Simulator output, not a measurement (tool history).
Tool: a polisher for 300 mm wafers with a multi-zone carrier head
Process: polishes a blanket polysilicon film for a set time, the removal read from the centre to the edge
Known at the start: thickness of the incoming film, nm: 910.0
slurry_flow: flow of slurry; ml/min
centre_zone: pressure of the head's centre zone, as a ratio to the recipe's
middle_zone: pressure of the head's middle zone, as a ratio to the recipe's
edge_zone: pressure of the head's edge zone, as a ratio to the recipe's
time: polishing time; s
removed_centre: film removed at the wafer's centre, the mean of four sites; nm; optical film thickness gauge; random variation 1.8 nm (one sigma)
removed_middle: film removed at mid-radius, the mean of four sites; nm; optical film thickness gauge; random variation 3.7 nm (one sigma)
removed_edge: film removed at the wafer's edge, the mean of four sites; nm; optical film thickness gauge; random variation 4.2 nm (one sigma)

run  hour  slurry_flow  centre_zone  middle_zone  edge_zone  time  removed_centre  removed_middle  removed_edge
  1   0.0          175         1.00         1.00       1.00    44          360.01          343.07        343.84
  2   7.6          165         0.98         0.97       0.97    43          336.10          329.39        325.46
  3  15.1          160         0.98         0.94       0.97    42          326.28          310.57        319.77
  4  20.7          160         1.02         0.94       0.97    42          343.95          302.79        323.81
  5  29.2          155         1.01         0.92       0.95    42          338.63          299.64        308.17
  6  37.8          145         0.99         0.90       0.95    42          327.94          300.37        315.39
  7  39.8          145         0.98         0.88       0.94    41          318.22          282.67        307.07

The next listed run, before its measurement:
  8  47.9          140         0.97         0.87       0.93    41               ?               ?             ?

Run 8 gave removed_centre 312.60 nm, removed_middle 277.66 nm, removed_edge 302.68 nm.

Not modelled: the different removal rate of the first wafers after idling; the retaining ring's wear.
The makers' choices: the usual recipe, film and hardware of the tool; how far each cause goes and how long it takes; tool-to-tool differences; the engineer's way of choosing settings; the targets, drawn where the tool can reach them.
